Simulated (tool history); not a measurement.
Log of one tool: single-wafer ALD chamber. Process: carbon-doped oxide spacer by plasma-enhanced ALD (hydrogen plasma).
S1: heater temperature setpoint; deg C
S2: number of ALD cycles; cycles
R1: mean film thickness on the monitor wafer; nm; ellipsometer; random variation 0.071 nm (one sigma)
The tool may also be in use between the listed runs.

Run 1, hour 0.0: S1 380 deg C, S2 447 cycles. Result: R1 23.475 nm.
Run 2, hour 8.1: S1 380 deg C, S2 430 cycles. Result: R1 22.412 nm.
Run 3, hour 12.8: S1 380 deg C, S2 452 cycles. Result: R1 23.587 nm.
Run 4, hour 19.9: S1 386 deg C, S2 452 cycles. Result: R1 23.725 nm.
Run 5, hour 28.1: S1 395 deg C, S2 452 cycles. Result: R1 23.713 nm.
Run 6, hour 29.3: S1 395 deg C, S2 502 cycles. Result: R1 26.376 nm.
Run 7, hour 38.2: S1 395 deg C, S2 476 cycles. Result: R1 24.943 nm.
Run 8, hour 42.5: S1 395 deg C, S2 404 cycles. Result: R1 21.287 nm.
Run 9, hour 50.6: S1 395 deg C, S2 393 cycles. Result: R1 20.473 nm.

Expected results for the next run?
Run 10, hour 54.0: S1 395 deg C, S2 330 cycles. Result: R1 ?.

R1: 17.208 nm

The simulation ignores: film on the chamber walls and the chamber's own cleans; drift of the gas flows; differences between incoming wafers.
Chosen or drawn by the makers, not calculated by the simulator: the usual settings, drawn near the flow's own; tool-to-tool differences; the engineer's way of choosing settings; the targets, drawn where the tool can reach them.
